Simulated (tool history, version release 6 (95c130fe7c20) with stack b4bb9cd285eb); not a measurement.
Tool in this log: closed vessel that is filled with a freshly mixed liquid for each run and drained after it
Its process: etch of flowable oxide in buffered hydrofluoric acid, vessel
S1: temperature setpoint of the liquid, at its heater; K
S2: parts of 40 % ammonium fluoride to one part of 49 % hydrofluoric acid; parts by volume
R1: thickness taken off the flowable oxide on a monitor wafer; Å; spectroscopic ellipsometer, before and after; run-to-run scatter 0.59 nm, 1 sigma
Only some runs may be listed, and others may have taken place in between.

{"run": 1, "hour": 0.0, "S1": 294.15, "S2": 8, "time in the liquid (s)": 30, "R1": 1140.1}
{"run": 2, "hour": 2.2, "S1": 295.15, "S2": 8, "time in the liquid (s)": 30, "R1": 1195.9}
{"run": 3, "hour": 6.8, "S1": 296.15, "S2": 8, "time in the liquid (s)": 30, "R1": 1271.5}
{"run": 4, "hour": 13.3, "S1": 296.15, "S2": 10, "time in the liquid (s)": 30, "R1": 1049.8}
{"run": 5, "hour": 16.1, "S1": 296.15, "S2": 10, "time in the liquid (s)": 30, "R1": 1047.4}
{"run": 6, "hour": 19.5, "S1": 296.15, "S2": 9, "time in the liquid (s)": 30, "R1": 1119.2}
{"run": 7, "hour": 23.5, "S1": 297.15, "S2": 9, "time in the liquid (s)": 30, "R1": 1177.2}
{"run": 8, "hour": 28.1, "S1": 298.15, "S2": 9, "time in the liquid (s)": 30, "R1": 1246.2}

What will run 9 give?
{"run": 9, "hour": 29.5, "S1": 298.65, "S2": 9, "time in the liquid (s)": 30, "R1": "?"}

{"run 9": {"R1": 1274.6}}
